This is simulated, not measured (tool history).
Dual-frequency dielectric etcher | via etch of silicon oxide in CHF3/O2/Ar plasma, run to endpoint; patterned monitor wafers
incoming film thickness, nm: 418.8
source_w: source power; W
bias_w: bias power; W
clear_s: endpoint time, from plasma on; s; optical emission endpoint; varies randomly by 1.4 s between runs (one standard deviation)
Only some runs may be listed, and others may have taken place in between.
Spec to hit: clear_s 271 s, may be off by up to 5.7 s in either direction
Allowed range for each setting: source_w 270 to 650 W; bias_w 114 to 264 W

run  hour  source_w  bias_w  clear_s
  1     0       460     189   227.76
  2   1.5       460     175   236.16
  3   7.5       420     172   252.92
  4  10.2       510     172   226.55
  5  12.5       470     170   235.87
  6  20.7       440     170   246.13
  7  22.4       350     164   287.61
  8  23.6       360     164   282.07

4 next moves are on the table. One of them brings every result within its allowed miss. Which?
  A  24.8       380     141        ?
  B  24.8       340     161        ?
  C  24.8       320     182        ?
  D  24.8       440     135        ?

move  clear_s
   A   292.87
   B   294.94
   C   289.93
   D   274.11
A: the biggest miss grows against the last run
B: the biggest miss grows against the last run
C: the biggest miss grows against the last run
D: every result within its allowed miss
Go with D: it meets all targets.
